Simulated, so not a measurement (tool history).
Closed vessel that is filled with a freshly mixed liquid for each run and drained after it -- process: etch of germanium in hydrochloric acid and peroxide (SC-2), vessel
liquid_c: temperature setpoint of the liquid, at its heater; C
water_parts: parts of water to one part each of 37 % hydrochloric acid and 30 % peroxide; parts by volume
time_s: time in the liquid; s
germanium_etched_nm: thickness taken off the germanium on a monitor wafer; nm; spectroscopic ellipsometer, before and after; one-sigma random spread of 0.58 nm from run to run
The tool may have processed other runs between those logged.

Run 1, hour 0.0: liquid_c 54.0 C, water_parts 7.0 parts by volume, time_s 90 s. Result: germanium_etched_nm 231.63 nm.
Run 2, hour 5.3: liquid_c 52.0 C, water_parts 7.0 parts by volume, time_s 90 s. Result: germanium_etched_nm 216.88 nm.
Run 3, hour 12.9: liquid_c 52.0 C, water_parts 9.0 parts by volume, time_s 90 s. Result: germanium_etched_nm 214.45 nm.
Run 4, hour 20.1: liquid_c 50.5 C, water_parts 9.0 parts by volume, time_s 90 s. Result: germanium_etched_nm 204.70 nm.
Run 5, hour 21.7: liquid_c 49.5 C, water_parts 9.0 parts by volume, time_s 90 s. Result: germanium_etched_nm 199.74 nm.
Run 6, hour 29.3: liquid_c 48.5 C, water_parts 9.0 parts by volume, time_s 90 s. Result: germanium_etched_nm 193.29 nm.
Run 7, hour 37.8: liquid_c 47.5 C, water_parts 9.0 parts by volume, time_s 90 s. Result: germanium_etched_nm 186.42 nm.

Run 8 is up next; what results do you expect?
Run 8, hour 43.5: liquid_c 47.0 C, water_parts 9.0 parts by volume, time_s 90 s. Result: germanium_etched_nm ?.

For run 8 the tool returned germanium_etched_nm 183.42 nm.

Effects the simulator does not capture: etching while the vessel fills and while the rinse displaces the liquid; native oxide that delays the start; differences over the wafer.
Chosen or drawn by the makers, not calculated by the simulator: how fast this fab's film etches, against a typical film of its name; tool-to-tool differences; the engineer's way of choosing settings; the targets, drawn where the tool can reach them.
